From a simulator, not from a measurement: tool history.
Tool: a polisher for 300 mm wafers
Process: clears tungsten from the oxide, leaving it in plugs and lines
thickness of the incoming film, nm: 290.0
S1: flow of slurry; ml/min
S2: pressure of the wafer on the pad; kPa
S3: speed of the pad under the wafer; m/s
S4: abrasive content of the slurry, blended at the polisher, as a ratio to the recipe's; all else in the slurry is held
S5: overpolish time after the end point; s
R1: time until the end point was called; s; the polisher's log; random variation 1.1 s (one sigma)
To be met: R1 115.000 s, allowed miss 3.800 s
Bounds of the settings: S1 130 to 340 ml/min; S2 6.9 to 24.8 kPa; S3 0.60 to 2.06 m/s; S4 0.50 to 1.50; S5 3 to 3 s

{"run": 1, "hour": 0.0, "S1": 220, "S2": 15.9, "S3": 1.32, "S4": 1.0, "S5": 3, "R1": 80.242}
{"run": 2, "hour": 1.6, "S1": 220, "S2": 14.5, "S3": 1.32, "S4": 1.0, "S5": 3, "R1": 89.483}
{"run": 3, "hour": 4.4, "S1": 220, "S2": 14.5, "S3": 1.44, "S4": 1.0, "S5": 3, "R1": 80.614}
{"run": 4, "hour": 5.6, "S1": 220, "S2": 14.5, "S3": 1.44, "S4": 1.2, "S5": 3, "R1": 78.068}
{"run": 5, "hour": 10.8, "S1": 220, "S2": 14.5, "S3": 1.24, "S4": 1.2, "S5": 3, "R1": 86.479}
{"run": 6, "hour": 12.0, "S1": 220, "S2": 13.1, "S3": 1.24, "S4": 1.2, "S5": 3, "R1": 95.736}
{"run": 7, "hour": 13.9, "S1": 215, "S2": 10.3, "S3": 1.24, "S4": 1.2, "S5": 3, "R1": 120.18}
{"run": 8, "hour": 20.4, "S1": 220, "S2": 10.3, "S3": 1.24, "S4": 1.2, "S5": 3, "R1": 120.19}

Which of these 5 next moves meets every target?
{"run": "A", "hour": 26.9, "S1": 240, "S2": 9.7, "S3": 1.36, "S4": 1.2, "S5": 3, "R1": "?"}
{"run": "B", "hour": 26.9, "S1": 240, "S2": 12.4, "S3": 0.92, "S4": 1.35, "S5": 3, "R1": "?"}
{"run": "C", "hour": 26.9, "S1": 260, "S2": 7.6, "S3": 1.46, "S4": 1.45, "S5": 3, "R1": "?"}
{"run": "D", "hour": 26.9, "S1": 210, "S2": 10.3, "S3": 1.18, "S4": 1.2, "S5": 3, "R1": "?"}
{"run": "E", "hour": 26.9, "S1": 240, "S2": 12.4, "S3": 1.22, "S4": 1.05, "S5": 3, "R1": "?"}

move=A R1=116.460
move=B R1=125.720
move=C R1=126.210
move=D R1=125.840
move=E R1=106.890
A: meets every target
B: further off than the last run
C: further off than the last run
D: further off than the last run
E: takes the result that was furthest off past its target
The right move is A.

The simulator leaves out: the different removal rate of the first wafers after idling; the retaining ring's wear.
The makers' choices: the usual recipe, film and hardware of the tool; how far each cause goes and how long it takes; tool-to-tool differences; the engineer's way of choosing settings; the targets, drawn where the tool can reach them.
